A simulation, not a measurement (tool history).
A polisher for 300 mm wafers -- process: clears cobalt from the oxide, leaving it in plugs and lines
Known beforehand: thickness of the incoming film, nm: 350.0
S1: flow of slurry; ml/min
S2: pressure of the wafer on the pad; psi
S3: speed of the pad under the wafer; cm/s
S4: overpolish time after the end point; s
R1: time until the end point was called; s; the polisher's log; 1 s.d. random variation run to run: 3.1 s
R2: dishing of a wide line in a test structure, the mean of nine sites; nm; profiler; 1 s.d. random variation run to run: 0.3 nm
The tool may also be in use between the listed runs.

run  hour   S1   S2   S3  S4       R1      R2
  1   0.0  295  1.2  102  12  103.950  30.208
  2   4.9  345  1.2  102  12  106.370  30.364
  3  10.7  345  1.1  102  12  109.290  28.811
  4  15.1  345  1.4  102  12   93.924  31.787
  5  19.9  345  1.4  102  17   97.357  41.913
  6  28.2  345  1.4  124  17   79.791  44.086

Forecast run 7:
  7  32.3  365  1.2  112  13   ?   ?

Run 7 produced R1 95.311 s, R2 34.494 nm.

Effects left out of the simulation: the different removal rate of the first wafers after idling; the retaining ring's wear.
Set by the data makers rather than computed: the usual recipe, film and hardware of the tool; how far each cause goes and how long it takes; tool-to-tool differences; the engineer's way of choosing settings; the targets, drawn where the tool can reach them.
